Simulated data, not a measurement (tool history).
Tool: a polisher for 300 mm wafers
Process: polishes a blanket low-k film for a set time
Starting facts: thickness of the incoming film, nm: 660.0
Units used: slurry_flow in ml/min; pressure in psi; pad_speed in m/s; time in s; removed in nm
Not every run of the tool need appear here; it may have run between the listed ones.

| run | hour | slurry_flow | pressure | pad_speed | slurry_solids | time | removed |
|---|---|---|---|---|---|---|---|
| 1 | 0.0 | 230 | 1.4 | 0.86 | 1.0 | 113 | 28.860 |
| 2 | 1.8 | 230 | 1.4 | 0.86 | 1.0 | 113 | 29.261 |
| 3 | 6.1 | 230 | 1.5 | 0.86 | 1.0 | 113 | 31.421 |
| 4 | 7.8 | 230 | 1.5 | 0.86 | 0.8 | 113 | 27.302 |
| 5 | 13.2 | 230 | 1.5 | 0.70 | 0.8 | 113 | 24.302 |
| 6 | 13.8 | 230 | 1.6 | 0.74 | 0.8 | 113 | 26.868 |
| 7 | 14.3 | 230 | 1.7 | 0.76 | 0.8 | 113 | 27.846 |
| 8 | 15.1 | 230 | 1.8 | 0.82 | 0.8 | 113 | 31.122 |
| 9 | 23.3 | 230 | 1.9 | 0.86 | 0.8 | 113 | 34.842 |

What will run 10 give?
| 10 | 26.0 | 230 | 2.0 | 0.88 | 0.8 | 113 | ? |

{"run 10": {"removed": 36.353}}
